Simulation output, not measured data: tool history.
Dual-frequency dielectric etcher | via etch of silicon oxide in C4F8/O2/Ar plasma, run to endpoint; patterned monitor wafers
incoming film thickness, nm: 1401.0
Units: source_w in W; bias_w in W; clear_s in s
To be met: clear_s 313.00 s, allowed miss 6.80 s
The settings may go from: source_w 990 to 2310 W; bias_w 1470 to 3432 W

run	hour	source_w	bias_w	clear_s
1	0.0	1650	2451	264.43
2	9.0	1510	2385	277.83
3	12.4	1740	2385	259.68
4	15.8	1600	2339	271.60
5	17.5	1740	2339	262.62
6	24.1	1610	2339	270.71
7	26.9	1610	2339	269.97
8	28.0	1490	2290	283.83
9	30.9	1420	2271	289.01
10	34.6	1360	2252	296.58
11	40.8	1320	2241	298.68
12	48.1	1120	2153	327.40
13	53.9	1150	2160	323.10
14	60.2	1170	2165	320.62

4 next moves are on the table. One of them brings every result within its allowed miss. Which?
A	66.5	1370	2170	?
B	66.5	1380	2249	?
C	66.5	1170	2711	?
D	66.5	1270	2057	?

move	clear_s
A	297.40
B	293.13
C	297.66
D	313.01
A: takes the result that was furthest off past its target
B: takes the result that was furthest off past its target
C: takes the result that was furthest off past its target
D: meets every target
Move D is the one to make.
